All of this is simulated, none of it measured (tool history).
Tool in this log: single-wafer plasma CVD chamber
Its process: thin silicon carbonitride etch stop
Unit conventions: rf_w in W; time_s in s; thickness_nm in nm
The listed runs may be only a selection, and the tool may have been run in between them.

run 1 day=0.000 | rf_w=265 time_s=22.4 | thickness_nm=14.057
run 2 day=0.083 | rf_w=260 time_s=21.8 | thickness_nm=13.685
run 3 day=0.262 | rf_w=260 time_s=24.3 | thickness_nm=15.213
run 4 day=0.592 | rf_w=255 time_s=23.5 | thickness_nm=14.643
run 5 day=0.746 | rf_w=255 time_s=20.3 | thickness_nm=12.672
run 6 day=0.829 | rf_w=280 time_s=20.3 | thickness_nm=13.023

Expected results for the next run?
run 7 day=1.125 | rf_w=275 time_s=19.9 | thickness_nm=?

thickness_nm: 12.654 nm
